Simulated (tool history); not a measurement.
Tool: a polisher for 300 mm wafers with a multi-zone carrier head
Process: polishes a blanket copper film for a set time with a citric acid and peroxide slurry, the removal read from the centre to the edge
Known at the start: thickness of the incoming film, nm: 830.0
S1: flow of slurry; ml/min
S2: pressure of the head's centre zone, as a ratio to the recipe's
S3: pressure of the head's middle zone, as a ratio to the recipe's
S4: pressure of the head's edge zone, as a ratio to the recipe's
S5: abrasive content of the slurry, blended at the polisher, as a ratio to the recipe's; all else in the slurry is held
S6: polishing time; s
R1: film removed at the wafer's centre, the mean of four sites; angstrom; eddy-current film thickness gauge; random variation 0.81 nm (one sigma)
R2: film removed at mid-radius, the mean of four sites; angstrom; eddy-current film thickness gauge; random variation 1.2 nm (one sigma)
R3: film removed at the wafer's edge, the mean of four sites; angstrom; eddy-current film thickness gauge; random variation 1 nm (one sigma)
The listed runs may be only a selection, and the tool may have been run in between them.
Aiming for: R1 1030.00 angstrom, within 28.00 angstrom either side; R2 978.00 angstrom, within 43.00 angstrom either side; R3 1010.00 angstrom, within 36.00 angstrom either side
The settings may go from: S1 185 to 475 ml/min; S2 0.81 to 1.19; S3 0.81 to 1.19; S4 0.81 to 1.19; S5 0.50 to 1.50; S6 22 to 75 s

run  hour   S1    S2    S3    S4    S5  S6       R1       R2       R3
  1   0.0  305  1.00  1.00  1.00  1.00  48  1243.50  1248.10  1318.90
  2   0.8  305  1.00  0.95  1.00  1.00  48  1235.60  1213.40  1323.00
  3   9.1  305  1.00  0.95  0.98  0.90  47  1199.30  1189.10  1253.40
  4   9.8  305  1.00  0.95  0.98  0.90  57  1465.30  1405.40  1505.00
  5  15.5  305  1.00  0.95  0.94  0.90  57  1455.30  1399.10  1467.00
  6  20.0  305  1.00  0.95  0.98  0.90  57  1476.00  1410.50  1501.10
  7  20.8  300  1.00  0.93  0.96  0.85  55  1389.40  1347.30  1430.20
  8  28.3  305  1.01  0.92  0.95  0.80  52  1320.70  1260.50  1332.10
  9  36.6  305  0.98  0.86  0.85  0.55  42  1000.80   897.17   987.48
 10  40.9  310  0.98  0.87  0.85  0.55  42   996.80   902.59   978.65
     42.1  -- edge zone pressure recalibrated
 11  42.1  315  0.98  0.88  0.86  0.55  42   992.98   945.74   964.30
 12  46.7  320  0.98  0.88  0.87  0.55  42   994.83   916.46   965.83
 13  48.8  315  0.98  0.89  0.87  0.55  42   981.32   947.99   975.73

4 candidate next runs follow, results not yet known. Just one meets every target within its allowed miss. Identify it.
  A  50.9  340  0.93  0.92  0.96  0.70  41   ?   ?   ?
  B  50.9  375  1.06  0.98  0.82  0.60  41   ?   ?   ?
  C  50.9  325  0.92  0.93  0.89  0.50  41   ?   ?   ?
  D  50.9  270  0.94  0.87  0.82  0.80  44   ?   ?   ?

move       R1       R2       R3
   A   966.02   974.23  1017.30
   B  1062.50  1016.80   936.45
   C   917.57   942.15   942.68
   D  1034.60   990.93  1016.60
A: moves away from the targets compared with the last run
B: takes the biggest miss from the last run beyond its target
C: moves away from the targets compared with the last run
D: meets every target
The right move is D.
